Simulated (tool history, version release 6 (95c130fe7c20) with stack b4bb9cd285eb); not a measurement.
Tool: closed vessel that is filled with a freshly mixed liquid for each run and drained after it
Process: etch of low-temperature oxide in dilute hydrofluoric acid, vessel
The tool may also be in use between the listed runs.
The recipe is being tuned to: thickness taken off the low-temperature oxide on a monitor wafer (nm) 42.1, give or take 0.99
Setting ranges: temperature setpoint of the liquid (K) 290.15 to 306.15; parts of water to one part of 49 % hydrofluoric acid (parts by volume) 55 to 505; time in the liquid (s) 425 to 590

run,hour,temperature setpoint of the liquid (K),parts of water to one part of 49 % hydrofluoric acid (parts by volume),time in the liquid (s),thickness taken off the low-temperature oxide on a monitor wafer (nm)
1,0,298.15,280,590,19.324
2,8.8,298.15,280,425,13.685
3,16,301.15,280,425,15.402
4,19.5,301.15,235,425,19.08
5,21.7,301.15,235,590,26.343
# hour 26.5: thermometer replaced
6,26.5,301.65,230,590,28.809
7,33.3,302.15,225,590,30.53
8,36.1,302.65,225,590,30.973
9,40.9,303.15,225,590,31.481
10,46.9,303.65,225,590,32.058
11,49.9,304.15,220,590,33.263
12,52,304.15,215,590,34.467
13,59.4,305.15,205,590,37.644
14,61.2,305.65,200,590,39.634

Which one of the following 4 next-run settings gets every result inside its allowed miss? There is exactly one.
A,63,306.15,200,580,?
B,63,305.65,180,510,?
C,63,304.15,165,520,?
D,63,305.65,175,505,?

move,thickness taken off the low-temperature oxide on a monitor wafer (nm)
A,39.842
B,39.296
C,42.326
D,40.29
A: moves toward the targets from the last run without getting all of them in spec
B: misses by more than the last run did
C: in spec on every target
D: moves toward the targets from the last run without getting all of them in spec
C meets every target.

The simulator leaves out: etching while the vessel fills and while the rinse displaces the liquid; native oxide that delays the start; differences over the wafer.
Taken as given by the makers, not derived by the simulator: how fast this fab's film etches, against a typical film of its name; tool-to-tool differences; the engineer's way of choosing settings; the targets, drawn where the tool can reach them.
